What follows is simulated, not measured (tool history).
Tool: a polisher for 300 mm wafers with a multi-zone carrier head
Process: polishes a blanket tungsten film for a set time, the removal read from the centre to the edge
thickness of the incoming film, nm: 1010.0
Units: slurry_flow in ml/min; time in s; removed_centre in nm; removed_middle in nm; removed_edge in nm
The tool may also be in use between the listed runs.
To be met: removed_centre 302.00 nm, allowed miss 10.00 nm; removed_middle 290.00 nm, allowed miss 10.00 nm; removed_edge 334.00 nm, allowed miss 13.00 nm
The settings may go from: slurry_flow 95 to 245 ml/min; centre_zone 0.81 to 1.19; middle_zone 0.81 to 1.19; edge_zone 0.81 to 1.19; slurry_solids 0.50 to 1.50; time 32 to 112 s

run	hour	slurry_flow	centre_zone	middle_zone	edge_zone	slurry_solids	time	removed_centre	removed_middle	removed_edge
1	0.0	155	1.00	1.00	1.00	1.00	72	414.94	392.78	415.55
2	1.2	135	1.00	1.00	1.00	1.00	72	399.68	382.47	409.79
3	5.8	135	0.96	1.00	1.00	1.00	72	383.61	378.11	421.83
4	11.1	135	0.95	0.98	0.97	0.85	70	357.92	344.28	374.86
5	13.7	135	0.95	0.98	0.97	1.05	70	375.98	370.84	404.61
6	21.3	130	0.92	0.95	0.94	0.95	70	347.58	347.21	381.29
7	22.4	125	0.91	0.92	0.92	0.90	70	333.71	328.89	377.49
8	23.4	125	0.94	0.91	0.85	0.65	66	302.16	276.73	307.20
9	25.7	130	0.93	0.91	0.87	0.65	66	296.65	280.27	311.34
10	33.0	130	0.93	0.91	0.87	0.65	66	300.22	279.60	312.04
11	37.4	135	0.92	0.91	0.89	0.65	66	294.29	275.04	316.23
12	41.6	140	0.92	0.92	0.91	0.65	66	296.10	280.78	312.57
13	45.8	140	0.92	0.92	0.91	0.65	66	301.59	288.60	315.91

4 next moves are on the table. One of them brings every result within its allowed miss. Which?
A	50.0	135	0.85	0.94	0.98	0.65	73	?	?	?
B	50.0	180	0.88	0.97	0.87	0.65	62	?	?	?
C	50.0	95	0.86	0.92	0.88	0.85	68	?	?	?
D	50.0	180	0.87	0.88	0.90	0.55	71	?	?	?

move	removed_centre	removed_middle	removed_edge
A	303.30	320.60	365.28
B	282.91	294.88	307.46
C	281.40	292.63	334.46
D	302.22	293.87	337.08
A: takes the result that was furthest off past its target
B: further off than the last run
C: brings the result that was furthest off to its target, and leaves another outside
D: meets every target
The right move is D.
